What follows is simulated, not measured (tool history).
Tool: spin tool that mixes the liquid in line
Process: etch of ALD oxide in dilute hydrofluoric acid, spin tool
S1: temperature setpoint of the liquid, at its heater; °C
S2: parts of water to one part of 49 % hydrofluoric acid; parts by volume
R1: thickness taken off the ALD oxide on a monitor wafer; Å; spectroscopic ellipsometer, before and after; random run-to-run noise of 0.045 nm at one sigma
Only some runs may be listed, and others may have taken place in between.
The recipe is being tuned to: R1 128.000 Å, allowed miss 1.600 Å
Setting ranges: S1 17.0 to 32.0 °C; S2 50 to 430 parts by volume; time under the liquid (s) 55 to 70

run 1 day=0.000 | S1=24.0 S2=240 time_under_the_liquid_(s)=70 | R1=61.258
run 2 day=0.275 | S1=26.5 S2=210 time_under_the_liquid_(s)=70 | R1=78.464
run 3 day=0.533 | S1=28.5 S2=210 time_under_the_liquid_(s)=70 | R1=84.736
run 4 day=0.758 | S1=28.5 S2=165 time_under_the_liquid_(s)=70 | R1=114.260
run 5 day=1.079 | S1=29.5 S2=165 time_under_the_liquid_(s)=70 | R1=117.850
run 6 day=1.304 | S1=29.5 S2=165 time_under_the_liquid_(s)=70 | R1=117.480
run 7 day=1.650 | S1=30.0 S2=165 time_under_the_liquid_(s)=70 | R1=120.680
run 8 day=1.821 | S1=30.5 S2=165 time_under_the_liquid_(s)=70 | R1=122.610
run 9 day=1.954 | S1=31.0 S2=165 time_under_the_liquid_(s)=70 | R1=124.000

Which one of the following 4 next-run settings gets every result inside its allowed miss? There is exactly one.
run A day=2.088 | S1=32.0 S2=175 time_under_the_liquid_(s)=70 | R1=?
run B day=2.088 | S1=31.5 S2=160 time_under_the_liquid_(s)=70 | R1=?
run C day=2.088 | S1=29.5 S2=135 time_under_the_liquid_(s)=60 | R1=?
run D day=2.088 | S1=25.0 S2=130 time_under_the_liquid_(s)=65 | R1=?

move=A R1=120.370
move=B R1=131.990
move=C R1=129.030
move=D R1=123.400
A: lands further from the targets than the last run did
B: moves the result that the last run missed by most past its target, out the other side
C: meets every target
D: lands further from the targets than the last run did
Correct choice: C, which meets every target

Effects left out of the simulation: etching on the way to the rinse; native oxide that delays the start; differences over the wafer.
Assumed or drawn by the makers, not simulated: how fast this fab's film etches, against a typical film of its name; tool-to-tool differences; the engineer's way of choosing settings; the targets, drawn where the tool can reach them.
